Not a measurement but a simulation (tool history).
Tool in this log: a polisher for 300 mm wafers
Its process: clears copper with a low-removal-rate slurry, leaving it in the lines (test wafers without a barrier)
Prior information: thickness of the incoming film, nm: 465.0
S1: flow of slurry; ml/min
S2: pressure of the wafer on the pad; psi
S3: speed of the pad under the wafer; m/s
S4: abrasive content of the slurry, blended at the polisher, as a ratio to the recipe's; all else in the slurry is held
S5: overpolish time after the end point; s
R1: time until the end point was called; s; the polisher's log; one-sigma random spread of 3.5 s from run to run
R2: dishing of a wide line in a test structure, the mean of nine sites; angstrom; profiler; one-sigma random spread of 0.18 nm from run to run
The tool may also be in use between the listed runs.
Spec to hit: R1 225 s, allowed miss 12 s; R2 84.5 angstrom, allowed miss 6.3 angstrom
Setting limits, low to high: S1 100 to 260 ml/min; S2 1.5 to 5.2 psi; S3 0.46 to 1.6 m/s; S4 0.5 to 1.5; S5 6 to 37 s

| run | hour | S1 | S2 | S3 | S4 | S5 | R1 | R2 |
|---|---|---|---|---|---|---|---|---|
| 1 | 0 | 165 | 3.3 | 1.02 | 1 | 19 | 154.36 | 229.91 |
| 2 | 4.6 | 165 | 3.8 | 1.02 | 1 | 19 | 139.49 | 244.76 |
| 3 | 7.2 | 205 | 3.8 | 1.02 | 1 | 19 | 133.57 | 245.06 |
| 4 | 15.4 | 205 | 3.3 | 1.02 | 1 | 19 | 146.73 | 238.93 |
| 5 | 22 | 205 | 3.3 | 0.92 | 1 | 19 | 163.09 | 233.21 |
| 6 | 23.9 | 205 | 2.9 | 0.92 | 1 | 19 | 178.1 | 223.78 |
| 7 | 26.8 | 170 | 2.5 | 1 | 0.85 | 15 | 195.96 | 176.72 |
| 8 | 33.3 | 120 | 1.5 | 1.28 | 0.6 | 6 | 246.4 | 78.172 |
| 9 | 34.7 | 125 | 1.6 | 1.28 | 0.6 | 6 | 233.34 | 77.974 |

Consider the 4 candidate settings below. Which is the only one whose results all fall within their allowed miss of target?
| A | 36.1 | 150 | 1.6 | 1.32 | 0.55 | 6 | ? | ? |
| B | 36.1 | 130 | 1.5 | 1.24 | 0.5 | 9 | ? | ? |
| C | 36.1 | 145 | 1.5 | 1.26 | 0.55 | 8 | ? | ? |
| D | 36.1 | 155 | 2 | 1.36 | 0.5 | 6 | ? | ? |

| move | R1 | R2 |
|---|---|---|
| A | 222.38 | 86.841 |
| B | 260.08 | 106.2 |
| C | 243.06 | 102.06 |
| D | 192.57 | 98.024 |
A: all results in spec
B: pushes the last run's worst result past its target
C: pushes the last run's worst result past its target
D: pushes the last run's worst result past its target
The move that meets every target is A.

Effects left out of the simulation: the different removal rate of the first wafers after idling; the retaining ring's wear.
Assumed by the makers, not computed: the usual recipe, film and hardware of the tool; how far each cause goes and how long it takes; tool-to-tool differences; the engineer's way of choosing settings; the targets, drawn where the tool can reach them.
